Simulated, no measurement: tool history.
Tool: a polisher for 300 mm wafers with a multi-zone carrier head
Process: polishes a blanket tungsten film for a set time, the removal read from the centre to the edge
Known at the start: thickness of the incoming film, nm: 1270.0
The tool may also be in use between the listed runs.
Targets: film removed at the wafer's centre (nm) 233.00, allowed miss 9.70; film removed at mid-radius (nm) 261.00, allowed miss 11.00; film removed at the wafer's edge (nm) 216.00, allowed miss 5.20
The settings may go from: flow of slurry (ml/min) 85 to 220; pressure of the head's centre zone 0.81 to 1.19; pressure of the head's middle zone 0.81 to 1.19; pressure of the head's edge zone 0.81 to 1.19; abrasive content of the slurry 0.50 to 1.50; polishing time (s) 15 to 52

| run | hour | flow of slurry (ml/min) | pressure of the head's centre zone | pressure of the head's middle zone | pressure of the head's edge zone | abrasive content of the slurry | polishing time (s) | film removed at the wafer's centre (nm) | film removed at mid-radius (nm) | film removed at the wafer's edge (nm) |
|---|---|---|---|---|---|---|---|---|---|---|
| 1 | 0.0 | 140 | 1.00 | 1.00 | 1.00 | 1.00 | 33 | 190.68 | 194.98 | 194.83 |
| 2 | 2.0 | 150 | 1.01 | 1.03 | 1.00 | 1.00 | 33 | 195.98 | 201.05 | 193.54 |
| 3 | 5.6 | 160 | 1.01 | 1.06 | 1.01 | 1.05 | 33 | 195.42 | 210.19 | 199.70 |
| 4 | 7.4 | 165 | 1.03 | 1.08 | 1.00 | 1.10 | 33 | 206.46 | 222.71 | 201.76 |
| 5 | 12.8 | 170 | 1.04 | 1.10 | 1.01 | 1.10 | 33 | 209.32 | 226.90 | 202.99 |
| 6 | 21.3 | 170 | 1.04 | 1.10 | 0.94 | 1.10 | 33 | 209.62 | 224.29 | 198.95 |
| 7 | 25.3 | 175 | 1.05 | 1.11 | 0.95 | 1.15 | 33 | 222.01 | 232.52 | 199.55 |
| 8 | 32.8 | 180 | 1.05 | 1.12 | 0.96 | 1.15 | 33 | 218.42 | 229.35 | 202.06 |
| 9 | 34.2 | 180 | 1.05 | 1.13 | 0.97 | 1.20 | 33 | 217.86 | 234.78 | 207.42 |
| 10 | 41.0 | 185 | 1.05 | 1.14 | 0.96 | 1.20 | 33 | 222.82 | 233.46 | 204.40 |
| 11 | 48.3 | 205 | 0.99 | 1.19 | 0.95 | 1.45 | 33 | 222.80 | 266.56 | 216.28 |
| 12 | 52.6 | 205 | 0.99 | 1.19 | 0.95 | 1.45 | 33 | 222.91 | 263.16 | 217.84 |

Which of these 5 next moves meets every target?
| A | 56.9 | 210 | 0.96 | 1.19 | 0.97 | 1.40 | 33 | ? | ? | ? |
| B | 56.9 | 200 | 1.00 | 1.17 | 0.99 | 1.40 | 31 | ? | ? | ? |
| C | 56.9 | 210 | 1.01 | 1.15 | 0.91 | 1.40 | 34 | ? | ? | ? |
| D | 56.9 | 220 | 1.01 | 1.14 | 1.01 | 1.50 | 33 | ? | ? | ? |
| E | 56.9 | 200 | 1.02 | 1.15 | 1.02 | 1.40 | 34 | ? | ? | ? |

| move | film removed at the wafer's centre (nm) | film removed at mid-radius (nm) | film removed at the wafer's edge (nm) |
|---|---|---|---|
| A | 220.60 | 263.12 | 215.03 |
| B | 214.35 | 241.94 | 203.06 |
| C | 239.15 | 263.16 | 215.14 |
| D | 237.99 | 259.72 | 224.47 |
| E | 239.80 | 261.40 | 226.01 |
A: further off than the last run
B: further off than the last run
C: meets every target
D: brings the result that was furthest off to its target, and leaves another outside
E: brings the result that was furthest off to its target, and leaves another outside
The right move is C.
